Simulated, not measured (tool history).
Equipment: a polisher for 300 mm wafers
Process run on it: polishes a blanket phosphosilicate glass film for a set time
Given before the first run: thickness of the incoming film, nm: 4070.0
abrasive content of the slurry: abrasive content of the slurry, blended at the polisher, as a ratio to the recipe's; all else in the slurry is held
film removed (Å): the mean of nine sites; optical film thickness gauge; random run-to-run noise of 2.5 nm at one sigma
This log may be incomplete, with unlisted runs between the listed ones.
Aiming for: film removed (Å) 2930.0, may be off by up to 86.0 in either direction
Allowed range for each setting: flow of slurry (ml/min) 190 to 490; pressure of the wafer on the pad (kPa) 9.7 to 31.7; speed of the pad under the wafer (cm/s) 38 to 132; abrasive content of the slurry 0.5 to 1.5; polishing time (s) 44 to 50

run  hour  flow of slurry (ml/min)  pressure of the wafer on the pad (kPa)  speed of the pad under the wafer (cm/s)  abrasive content of the slurry  polishing time (s)  film removed (Å)
  1   0.0                      315                                    20.7                                       84                             1.0                  50            4360.7
  2   5.7                      315                                    18.6                                       84                             1.0                  50            3889.1
  3   7.4                      315                                    17.2                                       84                             1.0                  50            3618.0
  4  11.2                      315                                    17.2                                       84                             1.0                  50            3717.8
  5  14.4                      315                                    15.9                                       84                             1.0                  50            3484.3
  6  22.9                      315                                    15.9                                      104                             1.0                  50            4055.6
  7  26.1                      315                                    15.9                                      104                             1.0                  50            4069.8
  8  31.9                      315                                    14.5                                      104                             1.0                  50            3793.0
  9  41.0                      315                                    14.5                                      104                             1.0                  50            3778.0

Below are 4 possible settings for the next run. Only one of them brings all results inside the allowed miss of their targets. Which is it?
  A  50.1                      365                                    15.9                                      108                             0.6                  44                 ?
  B  50.1                      295                                    12.4                                       96                             1.0                  44                 ?
  C  50.1                      300                                    13.1                                      108                             0.9                  45                 ?
  D  50.1                      260                                    11.0                                      116                             1.0                  44                 ?

move  film removed (Å)
   A            3087.2
   B            2770.7
   C            3127.3
   D            2911.2
A: better than the last run, though not everything is in spec
B: carries the result that was furthest off beyond its target, to the other side
C: better than the last run, though not everything is in spec
D: all results in spec
D is the move that brings every result within its allowed miss.
